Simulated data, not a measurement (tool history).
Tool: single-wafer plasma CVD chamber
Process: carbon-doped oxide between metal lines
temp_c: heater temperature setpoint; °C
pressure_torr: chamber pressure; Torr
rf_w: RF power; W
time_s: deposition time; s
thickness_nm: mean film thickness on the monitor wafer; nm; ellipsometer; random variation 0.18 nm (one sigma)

run  hour  temp_c  pressure_torr  rf_w  time_s  thickness_nm
  1     0     340            3.7   630    10.4        67.265
  2   5.8     338           3.82   650    10.4         69.55
  3   8.1     336           3.93   660    10.4        71.372
  4  13.1     336           3.93   600    10.4        65.537
  5  21.7     335           3.99   625    10.4        68.355
  6  29.7     335           3.99   625    10.4        68.312

The next listed run, before its measurement:
  7  36.6     333           4.07   640    10.4             ?

thickness_nm: 70.176 nm
